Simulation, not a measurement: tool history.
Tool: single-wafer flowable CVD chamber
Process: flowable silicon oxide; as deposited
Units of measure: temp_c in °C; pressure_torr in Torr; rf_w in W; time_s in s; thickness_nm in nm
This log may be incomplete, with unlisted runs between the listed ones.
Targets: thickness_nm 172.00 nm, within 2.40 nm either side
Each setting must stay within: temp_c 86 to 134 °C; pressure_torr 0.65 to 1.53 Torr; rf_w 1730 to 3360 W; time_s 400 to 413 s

run	day	temp_c	pressure_torr	rf_w	time_s	thickness_nm
1	0.000	110	1.09	2545	400	252.50
2	0.221	110	1.09	2545	400	252.45
3	0.438	110	1.09	2365	400	249.01
4	0.629	116	1.09	2365	400	209.73
5	0.908	117	1.09	2365	400	204.74
6	1.267	117	1.09	2365	413	211.90
7	1.646	118	1.09	2365	413	205.30
8	1.696	119	1.09	2365	413	199.40
9	1.829	120	1.09	2365	413	194.35
10	2.004	121	1.09	2365	413	189.08
11	2.150	122	1.09	2365	413	183.88
12	2.275	123	1.09	2365	413	180.00
13	2.608	124	1.09	2365	413	175.35

Which one of the following 5 next-run settings gets every result inside its allowed miss? There is exactly one.
A	2.942	123	1.16	2020	400	?
B	2.942	128	1.28	2040	412	?
C	2.942	123	1.10	2210	409	?
D	2.942	121	1.01	2350	413	?
E	2.942	125	1.08	2750	413	?

move	thickness_nm
A	178.71
B	176.55
C	177.75
D	177.96
E	172.89
A: further off than the last run
B: further off than the last run
C: further off than the last run
D: further off than the last run
E: each result inside its tolerance
Answer: E
